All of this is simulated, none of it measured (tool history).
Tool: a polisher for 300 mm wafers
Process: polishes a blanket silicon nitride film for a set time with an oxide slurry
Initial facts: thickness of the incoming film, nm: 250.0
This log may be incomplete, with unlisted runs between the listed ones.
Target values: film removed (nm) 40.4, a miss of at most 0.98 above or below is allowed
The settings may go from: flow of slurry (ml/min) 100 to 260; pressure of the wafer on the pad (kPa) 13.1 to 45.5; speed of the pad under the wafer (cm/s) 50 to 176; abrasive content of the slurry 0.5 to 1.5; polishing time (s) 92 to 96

run  hour  flow of slurry (ml/min)  pressure of the wafer on the pad (kPa)  speed of the pad under the wafer (cm/s)  abrasive content of the slurry  polishing time (s)  film removed (nm)
  1     0                      165                                      29                                      112                               1                  92             60.994
  2   2.9                      140                                      29                                      112                               1                  92             60.745
  3   6.4                      140                                    23.4                                      112                               1                  92             53.488
  4  14.5                      140                                      20                                      110                               1                  92             48.453
  5  18.8                      110                                      20                                      110                               1                  92             45.888
  6  24.8                      110                                      20                                       98                               1                  92             43.046
  7  30.8                      110                                    19.3                                       98                               1                  92             42.404
  8  37.8                      110                                    18.6                                       98                               1                  92             41.392

Which of these 4 next moves meets every target?
  A  44.8                      105                                    23.4                                       66                             1.3                  92                  ?
  B  44.8                      100                                    13.1                                      114                             1.2                  93                  ?
  C  44.8                      110                                      20                                       76                               1                  96                  ?
  D  44.8                      120                                    15.2                                       98                               1                  92                  ?

move  film removed (nm)
   A             40.661
   B             42.896
   C             37.845
   D             38.153
A: meets every target
B: further off than the last run
C: moves the result that the last run missed by most past its target, out the other side
D: moves the result that the last run missed by most past its target, out the other side
The move that meets every target is A.

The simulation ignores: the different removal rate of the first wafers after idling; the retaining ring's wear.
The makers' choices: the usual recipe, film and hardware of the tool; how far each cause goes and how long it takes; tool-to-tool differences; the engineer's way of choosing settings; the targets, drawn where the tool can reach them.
